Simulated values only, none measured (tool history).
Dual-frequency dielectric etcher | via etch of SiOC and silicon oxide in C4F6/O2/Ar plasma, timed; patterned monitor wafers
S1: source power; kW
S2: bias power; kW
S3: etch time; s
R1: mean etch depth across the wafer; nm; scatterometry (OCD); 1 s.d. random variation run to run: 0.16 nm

Run 1, hour 0: S1 0.28 kW, S2 0.207 kW, S3 29.5 s. Result: R1 29.44 nm.
Run 2, hour 8.4: S1 0.3 kW, S2 0.207 kW, S3 29.5 s. Result: R1 30.666 nm.
Run 3, hour 12.4: S1 0.27 kW, S2 0.207 kW, S3 29.5 s. Result: R1 28.996 nm.
Run 4, hour 18.1: S1 0.27 kW, S2 0.207 kW, S3 27 s. Result: R1 26.496 nm.
Run 5, hour 26: S1 0.29 kW, S2 0.207 kW, S3 27 s. Result: R1 27.533 nm.
Run 6, hour 27.1: S1 0.32 kW, S2 0.215 kW, S3 27 s. Result: R1 28.59 nm.
Run 7, hour 35.9: S1 0.34 kW, S2 0.227 kW, S3 28 s. Result: R1 30.92 nm.
Run 8, hour 42: S1 0.35 kW, S2 0.231 kW, S3 28 s. Result: R1 31.315 nm.
Run 9, hour 45: S1 0.36 kW, S2 0.235 kW, S3 28 s. Result: R1 31.888 nm.

The next listed run, before its measurement:
Run 10, hour 49.3: S1 0.37 kW, S2 0.238 kW, S3 28 s. Result: R1 ?.

R1: 32.197 nm
